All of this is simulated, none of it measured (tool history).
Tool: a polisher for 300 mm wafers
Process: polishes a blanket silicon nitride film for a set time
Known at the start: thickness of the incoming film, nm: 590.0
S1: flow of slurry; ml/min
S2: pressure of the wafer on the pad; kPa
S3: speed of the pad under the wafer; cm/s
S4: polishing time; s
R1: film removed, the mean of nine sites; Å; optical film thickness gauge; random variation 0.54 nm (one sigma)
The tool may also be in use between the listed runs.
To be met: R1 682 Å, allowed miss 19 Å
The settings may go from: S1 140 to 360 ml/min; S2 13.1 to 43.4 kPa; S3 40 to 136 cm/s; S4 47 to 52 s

| run | hour | S1 | S2 | S3 | S4 | R1 |
|---|---|---|---|---|---|---|
| 1 | 0 | 230 | 28.3 | 88 | 52 | 882.65 |
| 2 | 7 | 195 | 28.3 | 88 | 52 | 868.61 |
| 3 | 13.4 | 195 | 26.2 | 88 | 52 | 814.44 |
| 4 | 20.8 | 195 | 24.8 | 88 | 52 | 776.08 |
| 5 | 23.2 | 195 | 23.4 | 88 | 52 | 733.33 |
| 6 | 28.6 | 195 | 29 | 88 | 52 | 894.26 |
| 7 | 29.3 | 195 | 26.2 | 88 | 52 | 807.95 |
|  | 33.2 | head pressure recalibrated |
| 8 | 33.2 | 195 | 24.8 | 88 | 52 | 803.13 |
| 9 | 39.3 | 195 | 22.8 | 88 | 52 | 741.25 |

Which of these 5 next moves meets every target?
| A | 45.4 | 205 | 25.5 | 90 | 52 | ? |
| B | 45.4 | 220 | 23.4 | 88 | 52 | ? |
| C | 45.4 | 250 | 23.4 | 94 | 51 | ? |
| D | 45.4 | 195 | 24.8 | 90 | 52 | ? |
| E | 45.4 | 210 | 23.4 | 74 | 52 | ? |

| move | R1 |
|---|---|
| A | 865.62 |
| B | 788.74 |
| C | 824.8 |
| D | 838.95 |
| E | 683.68 |
A: further off than the last run
B: further off than the last run
C: further off than the last run
D: further off than the last run
E: meets every target
The right move is E.

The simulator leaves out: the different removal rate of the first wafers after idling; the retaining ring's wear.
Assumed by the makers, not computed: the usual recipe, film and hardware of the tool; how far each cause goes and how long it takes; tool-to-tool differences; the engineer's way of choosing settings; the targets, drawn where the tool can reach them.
